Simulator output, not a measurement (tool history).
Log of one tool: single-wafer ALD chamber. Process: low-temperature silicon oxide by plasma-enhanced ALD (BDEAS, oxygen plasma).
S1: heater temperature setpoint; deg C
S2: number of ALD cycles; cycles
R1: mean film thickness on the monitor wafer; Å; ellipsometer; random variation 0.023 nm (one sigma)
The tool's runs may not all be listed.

run	hour	S1	S2	R1
1	0	90	26	38.071
2	3.2	87	26	38.29
3	4.4	78	26	39.435
4	8.1	77	26	39.784
5	11.5	66	26	41.407
6	13.7	66	24	38.221
7	19	66	25	39.739

Forecast run 8:
8	24.8	66	26	?

Run 8 gave R1 41.687 Å.
